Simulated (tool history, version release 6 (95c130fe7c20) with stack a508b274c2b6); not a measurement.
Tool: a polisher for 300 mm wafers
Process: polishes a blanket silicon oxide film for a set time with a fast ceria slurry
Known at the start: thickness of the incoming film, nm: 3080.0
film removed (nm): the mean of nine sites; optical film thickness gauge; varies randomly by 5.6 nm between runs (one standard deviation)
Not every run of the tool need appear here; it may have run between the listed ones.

run,hour,flow of slurry (ml/min),pressure of the wafer on the pad (kPa),speed of the pad under the wafer (cm/s),polishing time (s),film removed (nm)
1,0,250,20,100,36,610.12
2,5.7,250,19.3,100,36,601.57
3,12.4,250,18.6,100,36,581.94
4,18.6,250,21.4,100,36,649.11
5,23.8,250,20.7,100,36,650.64
6,26.9,250,20,100,36,628.25

Run 7 has not been measured yet. What should we expect?
7,32.7,250,19.3,100,36,?

Logged for run 7: film removed (nm) 610.63.
